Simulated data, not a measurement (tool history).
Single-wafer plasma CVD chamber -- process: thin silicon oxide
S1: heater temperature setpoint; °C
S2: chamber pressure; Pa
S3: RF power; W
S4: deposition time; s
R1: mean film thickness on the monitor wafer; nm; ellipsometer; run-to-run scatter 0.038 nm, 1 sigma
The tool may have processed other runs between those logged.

run,hour,S1,S2,S3,S4,R1
1,0,425,90.8,315,5.5,9.142
2,5,425,90.8,275,5.5,8.7846
3,6,425,86.3,275,5.5,8.5075
4,8.1,414,86.3,275,5.5,8.5529
5,10.3,414,82,275,5.5,8.1945
6,17.3,414,78.7,275,5.5,7.9917
7,24.9,414,75.6,275,5.5,7.6701
8,26.7,414,74,275,5.5,7.6031

Expected results for the next run?
9,35,414,72.4,275,5.5,?

R1: 7.5073 nm
